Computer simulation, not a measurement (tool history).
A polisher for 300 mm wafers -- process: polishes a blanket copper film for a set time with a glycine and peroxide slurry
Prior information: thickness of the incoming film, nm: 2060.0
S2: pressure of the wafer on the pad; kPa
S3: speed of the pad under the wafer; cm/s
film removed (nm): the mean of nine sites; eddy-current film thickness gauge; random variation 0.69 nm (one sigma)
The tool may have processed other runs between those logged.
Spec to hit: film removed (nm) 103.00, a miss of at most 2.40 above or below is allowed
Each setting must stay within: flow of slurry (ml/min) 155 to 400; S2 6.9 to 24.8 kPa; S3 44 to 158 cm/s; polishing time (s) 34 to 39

{"run": 1, "hour": 0.0, "flow of slurry (ml/min)": 255, "S2": 15.9, "S3": 100, "polishing time (s)": 39, "film removed (nm)": 165.93}
{"run": 2, "hour": 8.7, "flow of slurry (ml/min)": 250, "S2": 13.8, "S3": 100, "polishing time (s)": 39, "film removed (nm)": 149.5}
{"run": 3, "hour": 14.9, "flow of slurry (ml/min)": 280, "S2": 13.8, "S3": 100, "polishing time (s)": 39, "film removed (nm)": 151.18}
{"run": 4, "hour": 20.9, "flow of slurry (ml/min)": 340, "S2": 13.8, "S3": 100, "polishing time (s)": 39, "film removed (nm)": 154.22}
{"run": 5, "hour": 22.1, "flow of slurry (ml/min)": 340, "S2": 13.8, "S3": 88, "polishing time (s)": 39, "film removed (nm)": 141.15}
{"run": 6, "hour": 26.4, "flow of slurry (ml/min)": 340, "S2": 13.8, "S3": 88, "polishing time (s)": 34, "film removed (nm)": 121.34}
{"run": 7, "hour": 32.4, "flow of slurry (ml/min)": 340, "S2": 13.1, "S3": 88, "polishing time (s)": 34, "film removed (nm)": 117.6}
{"run": 8, "hour": 40.0, "flow of slurry (ml/min)": 340, "S2": 12.4, "S3": 88, "polishing time (s)": 34, "film removed (nm)": 112.03}
{"run": 9, "hour": 45.6, "flow of slurry (ml/min)": 335, "S2": 12.4, "S3": 88, "polishing time (s)": 34, "film removed (nm)": 112.34}
{"run": 10, "hour": 53.1, "flow of slurry (ml/min)": 330, "S2": 12.4, "S3": 88, "polishing time (s)": 34, "film removed (nm)": 113.26}
{"run": 11, "hour": 61.8, "flow of slurry (ml/min)": 330, "S2": 11.7, "S3": 88, "polishing time (s)": 34, "film removed (nm)": 107.16}
{"run": 12, "hour": 69.6, "flow of slurry (ml/min)": 325, "S2": 11.7, "S3": 88, "polishing time (s)": 34, "film removed (nm)": 107.49}
{"run": 13, "hour": 72.4, "flow of slurry (ml/min)": 320, "S2": 11.7, "S3": 88, "polishing time (s)": 34, "film removed (nm)": 107.17}
{"run": 14, "hour": 77.3, "flow of slurry (ml/min)": 315, "S2": 11.7, "S3": 88, "polishing time (s)": 34, "film removed (nm)": 108.56}

Which single option among these 4 for the next run brings every result within its allowed miss of target? Just one does.
{"run": "A", "hour": 82.2, "flow of slurry (ml/min)": 330, "S2": 10.3, "S3": 98, "polishing time (s)": 34, "film removed (nm)": "?"}
{"run": "B", "hour": 82.2, "flow of slurry (ml/min)": 325, "S2": 9.0, "S3": 86, "polishing time (s)": 39, "film removed (nm)": "?"}
{"run": "C", "hour": 82.2, "flow of slurry (ml/min)": 275, "S2": 11.0, "S3": 82, "polishing time (s)": 38, "film removed (nm)": "?"}
{"run": "D", "hour": 82.2, "flow of slurry (ml/min)": 270, "S2": 10.3, "S3": 84, "polishing time (s)": 39, "film removed (nm)": "?"}

move=A film_removed_(nm)=107.13
move=B film_removed_(nm)=102.21
move=C film_removed_(nm)=108.56
move=D film_removed_(nm)=108.41
A: nearer the targets than the last run, but a result is still out of spec
B: every result within its allowed miss
C: about as far from the targets as the last run
D: about as far from the targets as the last run
B meets every target.
